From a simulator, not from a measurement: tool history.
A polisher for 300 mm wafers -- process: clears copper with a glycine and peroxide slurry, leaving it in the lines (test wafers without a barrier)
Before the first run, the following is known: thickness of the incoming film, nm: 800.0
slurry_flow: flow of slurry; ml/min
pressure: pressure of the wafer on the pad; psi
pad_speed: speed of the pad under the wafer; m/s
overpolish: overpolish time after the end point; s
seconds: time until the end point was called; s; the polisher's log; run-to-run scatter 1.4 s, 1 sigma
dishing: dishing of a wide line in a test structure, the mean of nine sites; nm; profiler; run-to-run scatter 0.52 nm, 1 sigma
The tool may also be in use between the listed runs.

run    day  slurry_flow  pressure  pad_speed  overpolish  seconds  dishing
  1  0.000          290       3.3       1.26          13   85.337   58.921
  2  0.117          290       3.1       1.26          12   88.503   54.104
  3  0.250          290       2.9       1.26          11   92.712   49.524
  4  0.404          290       3.4       1.26          11   82.377   54.586
  5  0.650          290       3.4       1.56          11   68.867   60.936
  6  0.925          290       3.1       1.54          10   75.519   53.130
  7  1.054          290       2.8       1.54          10   81.860   50.250
     1.129  -- head pressure recalibrated
  8  1.129          290       2.6       1.54          10   90.856   45.818

Estimate the outcome of run 9 from the log above:
  9  1.267          290       2.5       1.54          10        ?        ?

{"run 9": {"seconds": 96.923, "dishing": 44.938}}
